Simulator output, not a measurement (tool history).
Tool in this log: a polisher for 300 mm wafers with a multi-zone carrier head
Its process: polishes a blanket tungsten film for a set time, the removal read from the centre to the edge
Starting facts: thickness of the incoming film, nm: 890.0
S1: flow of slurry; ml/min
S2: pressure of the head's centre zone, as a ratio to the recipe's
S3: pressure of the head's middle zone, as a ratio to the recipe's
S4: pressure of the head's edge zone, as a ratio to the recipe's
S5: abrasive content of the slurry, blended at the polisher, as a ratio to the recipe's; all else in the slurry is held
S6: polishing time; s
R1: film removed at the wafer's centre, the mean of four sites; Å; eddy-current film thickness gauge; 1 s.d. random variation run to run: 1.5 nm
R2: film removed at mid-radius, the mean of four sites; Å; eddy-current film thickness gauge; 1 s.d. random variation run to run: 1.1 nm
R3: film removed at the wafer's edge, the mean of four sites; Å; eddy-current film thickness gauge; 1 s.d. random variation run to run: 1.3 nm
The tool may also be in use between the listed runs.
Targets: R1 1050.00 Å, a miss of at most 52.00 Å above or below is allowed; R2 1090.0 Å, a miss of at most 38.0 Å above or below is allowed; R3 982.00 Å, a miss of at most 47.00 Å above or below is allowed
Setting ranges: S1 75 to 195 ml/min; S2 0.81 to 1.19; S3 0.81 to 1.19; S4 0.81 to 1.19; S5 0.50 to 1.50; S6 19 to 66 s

run  hour   S1    S2    S3    S4    S5  S6       R1      R2       R3
  1   0.0  125  1.00  1.00  1.00  1.00  42  1726.00  1730.0  1711.90
  2   8.3  125  1.00  1.00  0.98  0.95  40  1621.40  1620.0  1555.20
  3  13.9  125  0.97  1.00  0.98  0.95  40  1585.50  1674.7  1539.40
  4  17.6  120  0.96  0.98  0.97  0.90  39  1519.40  1575.4  1500.90
  5  20.1  120  0.96  0.91  0.97  0.90  39  1452.70  1453.3  1501.30
  6  23.8  120  0.96  0.91  0.95  0.85  38  1415.10  1382.6  1449.50
  7  24.4  120  0.95  0.92  0.93  0.80  36  1311.20  1310.7  1353.70
  8  30.4  120  0.95  0.94  0.92  0.75  35  1278.80  1276.8  1260.00
  9  35.7  120  0.94  0.95  0.91  0.70  34  1178.30  1245.7  1204.80
 10  41.9  120  0.95  0.96  0.90  0.65  34  1189.90  1231.1  1175.00
 11  44.8  115  0.95  0.96  0.89  0.65  34  1141.20  1216.9  1156.40
 12  52.2  115  0.96  0.96  0.88  0.65  34  1189.90  1223.6  1195.60
 13  56.0  120  0.96  0.96  0.88  0.65  33  1172.70  1209.4  1124.80

5 candidate next runs follow, results not yet known. Just one meets every target within its allowed miss. Identify it.
  A  59.8   85  0.93  0.98  0.96  0.50  33   ?   ?   ?
  B  59.8   85  0.81  0.99  0.96  0.55  38   ?   ?   ?
  C  59.8  125  0.95  1.12  0.83  0.75  29   ?   ?   ?
  D  59.8  125  0.98  1.00  0.86  0.70  28   ?   ?   ?
  E  59.8  180  1.04  1.18  0.81  0.55  27   ?   ?   ?

move       R1      R2       R3
   A   969.25  1044.7  1039.80
   B  1011.00  1235.4  1218.20
   C  1079.60  1255.8  1001.40
   D  1055.00  1085.8   970.52
   E  1114.10  1241.5   916.59
A: the result that was furthest off in the last run now lies on the other side of its target
B: its largest miss is bigger than the last run's
C: its largest miss is bigger than the last run's
D: all results in spec
E: its largest miss is bigger than the last run's
So the answer is move D, the one that meets all the targets.

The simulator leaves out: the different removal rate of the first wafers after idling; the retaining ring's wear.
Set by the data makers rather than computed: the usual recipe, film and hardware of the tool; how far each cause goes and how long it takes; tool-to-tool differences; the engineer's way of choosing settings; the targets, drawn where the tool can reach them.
